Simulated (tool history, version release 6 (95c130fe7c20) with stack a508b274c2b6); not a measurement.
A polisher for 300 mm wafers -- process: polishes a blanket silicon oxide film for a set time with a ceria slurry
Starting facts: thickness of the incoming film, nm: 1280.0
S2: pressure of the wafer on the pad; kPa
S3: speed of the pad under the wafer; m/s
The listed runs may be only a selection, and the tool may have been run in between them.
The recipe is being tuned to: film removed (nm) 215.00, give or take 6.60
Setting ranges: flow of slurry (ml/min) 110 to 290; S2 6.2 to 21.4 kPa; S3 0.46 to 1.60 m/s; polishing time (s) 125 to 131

{"run": 1, "day": 0.0, "flow of slurry (ml/min)": 185, "S2": 13.8, "S3": 1.02, "polishing time (s)": 125, "film removed (nm)": 303.37}
{"run": 2, "day": 0.238, "flow of slurry (ml/min)": 180, "S2": 12.4, "S3": 1.02, "polishing time (s)": 125, "film removed (nm)": 271.46}
{"run": 3, "day": 0.525, "flow of slurry (ml/min)": 175, "S2": 11.7, "S3": 1.02, "polishing time (s)": 125, "film removed (nm)": 256.55}
{"run": 4, "day": 0.738, "flow of slurry (ml/min)": 175, "S2": 11.7, "S3": 1.24, "polishing time (s)": 125, "film removed (nm)": 303.15}
{"run": 5, "day": 1.058, "flow of slurry (ml/min)": 195, "S2": 11.7, "S3": 1.24, "polishing time (s)": 125, "film removed (nm)": 314.0}
{"run": 6, "day": 1.254, "flow of slurry (ml/min)": 155, "S2": 11.7, "S3": 1.24, "polishing time (s)": 125, "film removed (nm)": 300.63}
{"run": 7, "day": 1.321, "flow of slurry (ml/min)": 150, "S2": 10.3, "S3": 1.24, "polishing time (s)": 125, "film removed (nm)": 264.67}
{"run": 8, "day": 1.479, "flow of slurry (ml/min)": 145, "S2": 9.7, "S3": 1.24, "polishing time (s)": 125, "film removed (nm)": 248.44}
{"run": 9, "day": 1.712, "flow of slurry (ml/min)": 140, "S2": 9.0, "S3": 1.24, "polishing time (s)": 125, "film removed (nm)": 234.0}
{"run": 10, "day": 1.867, "flow of slurry (ml/min)": 135, "S2": 9.0, "S3": 1.24, "polishing time (s)": 125, "film removed (nm)": 231.96}
{"run": 11, "day": 2.192, "flow of slurry (ml/min)": 130, "S2": 9.0, "S3": 1.24, "polishing time (s)": 125, "film removed (nm)": 228.88}
{"run": 12, "day": 2.321, "flow of slurry (ml/min)": 125, "S2": 9.0, "S3": 1.24, "polishing time (s)": 125, "film removed (nm)": 228.14}

Which one of the following 5 next-run settings gets every result inside its allowed miss? There is exactly one.
{"run": "A", "day": 2.45, "flow of slurry (ml/min)": 110, "S2": 7.6, "S3": 1.32, "polishing time (s)": 125, "film removed (nm)": "?"}
{"run": "B", "day": 2.45, "flow of slurry (ml/min)": 160, "S2": 9.0, "S3": 1.08, "polishing time (s)": 129, "film removed (nm)": "?"}
{"run": "C", "day": 2.45, "flow of slurry (ml/min)": 125, "S2": 10.3, "S3": 1.12, "polishing time (s)": 125, "film removed (nm)": "?"}
{"run": "D", "day": 2.45, "flow of slurry (ml/min)": 135, "S2": 9.7, "S3": 1.22, "polishing time (s)": 125, "film removed (nm)": "?"}
{"run": "E", "day": 2.45, "flow of slurry (ml/min)": 115, "S2": 10.3, "S3": 1.1, "polishing time (s)": 125, "film removed (nm)": "?"}

move=A film_removed_(nm)=203.57
move=B film_removed_(nm)=213.02
move=C film_removed_(nm)=237.42
move=D film_removed_(nm)=244.06
move=E film_removed_(nm)=230.58
A: takes the biggest miss from the last run beyond its target
B: meets every target
C: the biggest miss grows against the last run
D: the biggest miss grows against the last run
E: the biggest miss grows against the last run
So the answer is move B, the one that meets all the targets.

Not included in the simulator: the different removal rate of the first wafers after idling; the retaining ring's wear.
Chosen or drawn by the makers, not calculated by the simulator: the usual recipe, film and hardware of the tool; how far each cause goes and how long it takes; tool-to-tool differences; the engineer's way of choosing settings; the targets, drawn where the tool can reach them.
